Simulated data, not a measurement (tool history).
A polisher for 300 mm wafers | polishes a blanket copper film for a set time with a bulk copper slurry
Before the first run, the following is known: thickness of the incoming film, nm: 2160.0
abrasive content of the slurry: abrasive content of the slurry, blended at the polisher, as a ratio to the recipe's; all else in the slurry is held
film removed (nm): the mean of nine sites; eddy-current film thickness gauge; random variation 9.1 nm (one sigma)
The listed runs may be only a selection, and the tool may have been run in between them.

run	hour	flow of slurry (ml/min)	pressure of the wafer on the pad (kPa)	speed of the pad under the wafer (cm/s)	abrasive content of the slurry	polishing time (s)	film removed (nm)
1	0.0	245	13.1	110	1.00	63	514.40
2	2.6	245	13.1	90	1.00	63	426.91
3	10.7	245	13.1	90	0.85	63	402.14
4	16.4	245	13.1	90	1.05	63	436.93
5	23.1	245	13.1	66	1.05	63	327.16
6	32.1	245	14.5	70	1.05	63	372.54
7	39.5	245	15.2	76	1.05	63	427.40
8	45.1	245	15.9	78	1.05	63	451.99
9	47.8	245	16.5	82	1.05	63	498.24
10	50.4	245	17.2	84	1.05	63	522.67
11	54.7	245	17.9	86	1.05	63	565.22
12	59.5	245	18.6	88	1.05	63	597.99
13	61.1	245	18.6	90	1.05	63	611.16
14	66.4	245	18.6	92	1.05	63	622.13
15	71.9	245	18.6	94	1.05	63	614.16

The next listed run, before its measurement:
16	76.0	245	18.6	96	1.05	63	?

{"run 16": {"film removed (nm)": 640.99}}

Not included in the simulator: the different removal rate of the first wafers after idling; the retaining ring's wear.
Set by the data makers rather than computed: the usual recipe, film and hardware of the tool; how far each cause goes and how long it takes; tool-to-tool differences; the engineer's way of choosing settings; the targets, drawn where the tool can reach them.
